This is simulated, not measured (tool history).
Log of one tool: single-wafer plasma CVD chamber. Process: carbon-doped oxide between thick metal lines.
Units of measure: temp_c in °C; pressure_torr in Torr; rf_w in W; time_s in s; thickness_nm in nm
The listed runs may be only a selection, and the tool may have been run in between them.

Run 1, hour 0.0: temp_c 330 °C, pressure_torr 6.63 Torr, rf_w 645 W, time_s 124.7 s. Result: thickness_nm 797.28 nm.
Run 2, hour 1.5: temp_c 334 °C, pressure_torr 6.41 Torr, rf_w 640 W, time_s 124.7 s. Result: thickness_nm 778.61 nm.
Run 3, hour 8.5: temp_c 337 °C, pressure_torr 6.27 Torr, rf_w 635 W, time_s 124.7 s. Result: thickness_nm 760.10 nm.
Run 4, hour 11.8: temp_c 337 °C, pressure_torr 6.27 Torr, rf_w 635 W, time_s 128.5 s. Result: thickness_nm 789.73 nm.
At hour 16.3: RF generator calibrated.
Run 5, hour 16.3: temp_c 340 °C, pressure_torr 6.13 Torr, rf_w 635 W, time_s 128.5 s. Result: thickness_nm 799.50 nm.
Run 6, hour 18.2: temp_c 340 °C, pressure_torr 6.09 Torr, rf_w 615 W, time_s 128.4 s. Result: thickness_nm 787.25 nm.

Run 7 has not been measured yet. What should we expect?
Run 7, hour 23.9: temp_c 340 °C, pressure_torr 6.09 Torr, rf_w 615 W, time_s 128.4 s. Result: thickness_nm ?.

{"run 7": {"thickness_nm": 790.37}}

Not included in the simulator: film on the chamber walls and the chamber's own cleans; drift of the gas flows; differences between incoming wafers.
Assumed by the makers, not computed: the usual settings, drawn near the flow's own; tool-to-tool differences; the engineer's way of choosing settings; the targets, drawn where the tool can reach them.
